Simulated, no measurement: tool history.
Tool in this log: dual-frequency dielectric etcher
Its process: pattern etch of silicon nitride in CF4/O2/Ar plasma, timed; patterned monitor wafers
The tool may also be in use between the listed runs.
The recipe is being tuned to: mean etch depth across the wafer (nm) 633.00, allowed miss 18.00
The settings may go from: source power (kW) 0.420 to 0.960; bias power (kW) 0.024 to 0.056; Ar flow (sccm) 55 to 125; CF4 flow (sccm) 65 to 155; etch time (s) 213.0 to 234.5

run  hour  source power (kW)  bias power (kW)  Ar flow (sccm)  CF4 flow (sccm)  etch time (s)  mean etch depth across the wafer (nm)
  1   0.0              0.690            0.040              90              110          234.5                                 546.19
  2   6.9              0.690            0.040              90              110          234.5                                 556.37
  3  10.9              0.710            0.040              90              110          234.5                                 565.65
  4  16.6              0.720            0.040              90              110          234.5                                 562.73
  5  23.3              0.740            0.040              90              110          234.5                                 577.07
  6  24.7              0.740            0.034              90              110          234.5                                 539.37
  7  27.6              0.760            0.034              90              110          234.5                                 544.24
  8  36.5              0.780            0.034              90              110          234.5                                 556.45
  9  37.3              0.800            0.034              90              110          234.5                                 562.43
 10  42.0              0.820            0.034              90              110          234.5                                 567.90
 11  46.3              0.840            0.034              90              110          234.5                                 582.96
 12  50.0              0.850            0.034              90              110          234.5                                 582.69
 13  57.2              0.870            0.034              90              110          234.5                                 589.28
 14  65.6              0.880            0.034              90              110          234.5                                 597.85

Which of these 5 next moves meets every target?
  A  74.0              0.960            0.029              89              117          219.5                                      ?
  B  74.0              0.860            0.035              89              105          231.0                                      ?
  C  74.0              0.950            0.036              84              117          228.0                                      ?
  D  74.0              0.930            0.038              84               98          220.5                                      ?
  E  74.0              0.870            0.038              87              102          221.0                                      ?

move  mean etch depth across the wafer (nm)
   A                                 559.34
   B                                 582.15
   C                                 634.98
   D                                 601.89
   E                                 579.79
A: its largest miss is bigger than the last run's
B: its largest miss is bigger than the last run's
C: all results land within tolerance of their targets
D: moves toward the targets from the last run without getting all of them in spec
E: its largest miss is bigger than the last run's
Correct choice: C, which meets every target
